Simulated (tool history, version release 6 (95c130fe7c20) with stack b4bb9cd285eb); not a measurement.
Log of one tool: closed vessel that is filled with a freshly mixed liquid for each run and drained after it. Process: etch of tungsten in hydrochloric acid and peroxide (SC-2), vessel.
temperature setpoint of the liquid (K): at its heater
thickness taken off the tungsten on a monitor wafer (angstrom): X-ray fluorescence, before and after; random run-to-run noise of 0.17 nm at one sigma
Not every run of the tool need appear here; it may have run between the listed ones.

run,hour,temperature setpoint of the liquid (K),parts of water to one part each of 37 % hydrochloric acid and 30 % peroxide (parts by volume),time in the liquid (s),thickness taken off the tungsten on a monitor wafer (angstrom)
1,0,324.15,6,105,297.83
2,1,318.65,6,105,202.02
3,7.6,318.65,6,105,206.07
4,11.9,318.65,6,105,206.86
5,18.2,313.15,6,105,138.75
6,21.8,315.15,6,105,160.39
7,22.8,316.65,6,105,177.43
8,27.5,317.65,6,105,191.96
9,31.1,318.15,6,105,197.93
10,31.8,318.15,6,105,195.45

Estimate the outcome of run 11 from the log above:
11,33.8,318.65,6,105,?

thickness taken off the tungsten on a monitor wafer (angstrom): 204.85
